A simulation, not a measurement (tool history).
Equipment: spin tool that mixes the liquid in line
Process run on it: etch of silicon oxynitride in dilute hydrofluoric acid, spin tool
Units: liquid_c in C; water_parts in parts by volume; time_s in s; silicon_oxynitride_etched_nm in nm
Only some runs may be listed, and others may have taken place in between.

Run 1, hour 0.0: liquid_c 20 C, water_parts 165 parts by volume, time_s 265 s. Result: silicon_oxynitride_etched_nm 3.4877 nm.
Run 2, hour 8.1: liquid_c 21 C, water_parts 150 parts by volume, time_s 265 s. Result: silicon_oxynitride_etched_nm 4.0167 nm.
Run 3, hour 11.1: liquid_c 21 C, water_parts 180 parts by volume, time_s 265 s. Result: silicon_oxynitride_etched_nm 3.3024 nm.
Run 4, hour 20.0: liquid_c 21 C, water_parts 180 parts by volume, time_s 265 s. Result: silicon_oxynitride_etched_nm 3.3565 nm.
Run 5, hour 21.2: liquid_c 21 C, water_parts 180 parts by volume, time_s 285 s. Result: silicon_oxynitride_etched_nm 3.6206 nm.
Run 6, hour 29.0: liquid_c 22 C, water_parts 165 parts by volume, time_s 285 s. Result: silicon_oxynitride_etched_nm 4.0915 nm.

Run 7, settings as shown, results not yet in. Your forecast:
Run 7, hour 37.6: liquid_c 23 C, water_parts 150 parts by volume, time_s 285 s. Result: silicon_oxynitride_etched_nm ?.

silicon_oxynitride_etched_nm: 4.8329 nm

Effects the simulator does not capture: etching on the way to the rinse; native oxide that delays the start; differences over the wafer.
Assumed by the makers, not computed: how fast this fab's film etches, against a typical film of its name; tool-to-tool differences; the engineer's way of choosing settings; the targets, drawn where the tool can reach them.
